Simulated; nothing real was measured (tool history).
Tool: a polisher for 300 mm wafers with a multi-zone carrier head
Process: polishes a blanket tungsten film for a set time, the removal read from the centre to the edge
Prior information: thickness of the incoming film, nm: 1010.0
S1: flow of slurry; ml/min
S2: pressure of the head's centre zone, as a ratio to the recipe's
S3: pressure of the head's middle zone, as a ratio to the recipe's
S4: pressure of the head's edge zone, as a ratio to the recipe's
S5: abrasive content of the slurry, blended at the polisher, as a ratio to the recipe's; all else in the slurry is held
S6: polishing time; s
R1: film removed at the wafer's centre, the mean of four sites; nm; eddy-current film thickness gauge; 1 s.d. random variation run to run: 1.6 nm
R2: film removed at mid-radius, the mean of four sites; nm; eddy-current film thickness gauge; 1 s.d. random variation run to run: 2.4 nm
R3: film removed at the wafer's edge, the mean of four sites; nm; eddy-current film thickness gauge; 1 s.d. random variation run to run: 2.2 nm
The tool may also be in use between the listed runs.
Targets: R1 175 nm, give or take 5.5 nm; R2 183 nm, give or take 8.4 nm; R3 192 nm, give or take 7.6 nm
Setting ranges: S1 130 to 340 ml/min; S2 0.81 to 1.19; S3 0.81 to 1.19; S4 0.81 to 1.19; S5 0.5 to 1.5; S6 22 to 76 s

Run 1, hour 0: S1 220 ml/min, S2 1, S3 1, S4 1, S5 1, S6 49 s. Result: R1 263.08 nm, R2 261.96 nm, R3 265.59 nm.
Run 2, hour 8.9: S1 220 ml/min, S2 1, S3 1.05, S4 1, S5 1, S6 49 s. Result: R1 269.59 nm, R2 276.79 nm, R3 262.35 nm.
Run 3, hour 11.1: S1 220 ml/min, S2 1, S3 1.05, S4 0.93, S5 1, S6 49 s. Result: R1 269.05 nm, R2 277.28 nm, R3 251.88 nm.
Run 4, hour 19.2: S1 220 ml/min, S2 1, S3 0.99, S4 0.93, S5 1, S6 49 s. Result: R1 266.73 nm, R2 254.04 nm, R3 254.96 nm.
Run 5, hour 20.8: S1 245 ml/min, S2 1, S3 0.99, S4 0.93, S5 1, S6 49 s. Result: R1 273.42 nm, R2 262.16 nm, R3 253.97 nm.
Run 6, hour 26.2: S1 240 ml/min, S2 0.95, S3 0.97, S4 0.91, S5 0.85, S6 47 s. Result: R1 238.72 nm, R2 240.12 nm, R3 236.08 nm.
Run 7, hour 33.6: S1 235 ml/min, S2 0.92, S3 0.94, S4 0.9, S5 0.75, S6 45 s. Result: R1 215.82 nm, R2 213.34 nm, R3 221.53 nm.
Run 8, hour 38.1: S1 230 ml/min, S2 0.89, S3 0.94, S4 0.88, S5 0.65, S6 44 s. Result: R1 195.95 nm, R2 204.4 nm, R3 208.23 nm.

Exercise: of the 4 proposed moves below, exactly one satisfies all targets within the stated allowed misses. Which move is it?
Run A, hour 42.6: S1 220 ml/min, S2 0.87, S3 0.91, S4 0.94, S5 0.65, S6 40 s. Result: R1 ?, R2 ?, R3 ?.
Run B, hour 42.6: S1 210 ml/min, S2 0.93, S3 0.9, S4 0.9, S5 0.65, S6 41 s. Result: R1 ?, R2 ?, R3 ?.
Run C, hour 42.6: S1 225 ml/min, S2 0.85, S3 0.89, S4 0.91, S5 0.5, S6 48 s. Result: R1 ?, R2 ?, R3 ?.
Run D, hour 42.6: S1 205 ml/min, S2 0.84, S3 0.87, S4 1.03, S5 0.5, S6 45 s. Result: R1 ?, R2 ?, R3 ?.

move      R1      R2      R3
   A  172.52  181.41  188.76
   B  187.66  182.91  188.66
   C  192.92  203.87  212.71
   D  175.93  184.94  209.36
A: all results in spec
B: better than the last run, though not everything is in spec
C: better than the last run, though not everything is in spec
D: gets the furthest-off result to its target, but another result is out of tolerance
Go with A: it meets all targets.

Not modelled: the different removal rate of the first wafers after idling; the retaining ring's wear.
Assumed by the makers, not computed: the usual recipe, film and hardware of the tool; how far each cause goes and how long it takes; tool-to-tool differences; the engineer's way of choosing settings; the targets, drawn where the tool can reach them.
